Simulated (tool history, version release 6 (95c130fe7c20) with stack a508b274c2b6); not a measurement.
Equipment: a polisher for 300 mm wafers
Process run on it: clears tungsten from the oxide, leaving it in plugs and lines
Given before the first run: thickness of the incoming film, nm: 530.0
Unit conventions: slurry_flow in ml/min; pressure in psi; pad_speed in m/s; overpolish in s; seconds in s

{"run": 1, "day": 0.0, "slurry_flow": 170, "pressure": 4.7, "pad_speed": 1.36, "slurry_solids": 1.0, "overpolish": 14, "seconds": 77.832}
{"run": 2, "day": 0.292, "slurry_flow": 170, "pressure": 4.7, "pad_speed": 1.36, "slurry_solids": 1.0, "overpolish": 14, "seconds": 76.591}
{"run": 3, "day": 0.479, "slurry_flow": 170, "pressure": 4.2, "pad_speed": 1.28, "slurry_solids": 1.0, "overpolish": 14, "seconds": 92.348}
{"run": 4, "day": 0.504, "slurry_flow": 170, "pressure": 4.2, "pad_speed": 1.28, "slurry_solids": 1.0, "overpolish": 11, "seconds": 93.477}
{"run": 5, "day": 0.729, "slurry_flow": 170, "pressure": 4.2, "pad_speed": 1.28, "slurry_solids": 0.85, "overpolish": 11, "seconds": 94.615}
{"run": 6, "day": 1.0, "slurry_flow": 170, "pressure": 3.8, "pad_speed": 1.24, "slurry_solids": 0.85, "overpolish": 11, "seconds": 111.57}
{"run": 7, "day": 1.317, "slurry_flow": 170, "pressure": 3.5, "pad_speed": 1.24, "slurry_solids": 0.85, "overpolish": 11, "seconds": 118.84}
{"run": 8, "day": 1.508, "slurry_flow": 170, "pressure": 3.2, "pad_speed": 1.22, "slurry_solids": 0.85, "overpolish": 11, "seconds": 130.15}
{"run": 9, "day": 1.746, "slurry_flow": 170, "pressure": 3.0, "pad_speed": 1.22, "slurry_solids": 0.85, "overpolish": 11, "seconds": 140.52}
{"run": 10, "day": 1.858, "slurry_flow": 170, "pressure": 2.8, "pad_speed": 1.22, "slurry_solids": 0.85, "overpolish": 11, "seconds": 143.86}
{"run": 11, "day": 2.004, "slurry_flow": 170, "pressure": 2.7, "pad_speed": 1.22, "slurry_solids": 0.85, "overpolish": 11, "seconds": 152.47}

Run 12 has not been measured yet. What should we expect?
{"run": 12, "day": 2.238, "slurry_flow": 170, "pressure": 2.6, "pad_speed": 1.22, "slurry_solids": 0.85, "overpolish": 11, "seconds": "?"}

{"run 12": {"seconds": 159.97}}
